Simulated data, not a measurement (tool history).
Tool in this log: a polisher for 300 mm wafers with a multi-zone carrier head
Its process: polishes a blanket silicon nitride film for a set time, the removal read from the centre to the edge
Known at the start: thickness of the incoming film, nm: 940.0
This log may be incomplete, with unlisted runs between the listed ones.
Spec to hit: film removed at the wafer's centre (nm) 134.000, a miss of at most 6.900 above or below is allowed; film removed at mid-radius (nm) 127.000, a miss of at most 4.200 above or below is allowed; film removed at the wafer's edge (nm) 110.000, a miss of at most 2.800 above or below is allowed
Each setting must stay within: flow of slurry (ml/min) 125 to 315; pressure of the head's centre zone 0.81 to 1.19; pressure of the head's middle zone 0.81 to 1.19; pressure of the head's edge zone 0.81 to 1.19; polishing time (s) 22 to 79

| run | hour | flow of slurry (ml/min) | pressure of the head's centre zone | pressure of the head's middle zone | pressure of the head's edge zone | polishing time (s) | film removed at the wafer's centre (nm) | film removed at mid-radius (nm) | film removed at the wafer's edge (nm) |
|---|---|---|---|---|---|---|---|---|---|
| 1 | 0.0 | 205 | 1.00 | 1.00 | 1.00 | 50 | 80.206 | 82.794 | 80.936 |
| 2 | 4.9 | 205 | 1.00 | 1.00 | 1.00 | 45 | 73.628 | 73.604 | 72.473 |
| 3 | 8.0 | 205 | 1.00 | 1.06 | 1.00 | 45 | 75.546 | 78.950 | 72.123 |
| 4 | 10.4 | 170 | 1.00 | 1.06 | 1.00 | 45 | 72.493 | 75.881 | 70.517 |
| 5 | 14.4 | 170 | 1.00 | 1.06 | 1.00 | 40 | 62.854 | 66.703 | 62.763 |
| 6 | 15.0 | 125 | 1.00 | 1.06 | 1.00 | 40 | 58.215 | 64.160 | 60.194 |
| 7 | 19.4 | 145 | 1.01 | 1.08 | 1.02 | 43 | 65.804 | 71.658 | 66.761 |
| 8 | 25.9 | 165 | 1.03 | 1.10 | 1.04 | 45 | 72.271 | 80.215 | 71.600 |
| 9 | 26.7 | 185 | 1.05 | 1.09 | 1.05 | 47 | 80.395 | 83.887 | 75.948 |
| 10 | 28.5 | 200 | 1.07 | 1.10 | 1.07 | 49 | 84.128 | 87.825 | 80.069 |
| 11 | 31.5 | 215 | 1.09 | 1.11 | 1.08 | 51 | 92.697 | 91.903 | 85.277 |
| 12 | 32.7 | 225 | 1.10 | 1.12 | 1.08 | 53 | 96.756 | 100.990 | 90.069 |
| 13 | 37.7 | 225 | 1.10 | 1.12 | 1.08 | 53 | 99.164 | 97.508 | 88.571 |
|  | 40.5 | worn pad replaced by a new one |
| 14 | 40.5 | 235 | 1.11 | 1.13 | 1.09 | 54 | 111.570 | 114.580 | 100.440 |
| 15 | 43.9 | 235 | 1.11 | 1.13 | 1.09 | 54 | 114.720 | 112.360 | 101.330 |
| 16 | 47.8 | 240 | 1.11 | 1.13 | 1.08 | 54 | 111.310 | 114.030 | 102.290 |
| 17 | 50.0 | 245 | 1.12 | 1.14 | 1.08 | 54 | 115.350 | 116.030 | 101.720 |
| 18 | 54.0 | 250 | 1.13 | 1.14 | 1.08 | 54 | 115.820 | 113.970 | 102.420 |
| 19 | 62.6 | 255 | 1.14 | 1.15 | 1.07 | 54 | 117.060 | 114.980 | 101.690 |

Exercise: of the 4 proposed moves below, exactly one satisfies all targets within the stated allowed misses. Which move is it?
| A | 71.2 | 310 | 1.17 | 1.12 | 1.01 | 59 | ? | ? | ? |
| B | 71.2 | 260 | 1.16 | 1.10 | 1.08 | 61 | ? | ? | ? |
| C | 71.2 | 235 | 1.14 | 1.17 | 1.07 | 55 | ? | ? | ? |
| D | 71.2 | 255 | 1.19 | 1.06 | 1.06 | 59 | ? | ? | ? |

| move | film removed at the wafer's centre (nm) | film removed at mid-radius (nm) | film removed at the wafer's edge (nm) |
|---|---|---|---|
| A | 132.650 | 126.190 | 110.110 |
| B | 133.160 | 126.070 | 116.020 |
| C | 116.440 | 118.380 | 103.040 |
| D | 131.700 | 117.850 | 111.040 |
A: all results land within tolerance of their targets
B: the result that was furthest off in the last run now lies on the other side of its target
C: gains on the last run, yet a result remains outside its allowed miss
D: puts the biggest miss on target and leaves a different result outside tolerance
Go with A: it meets all targets.
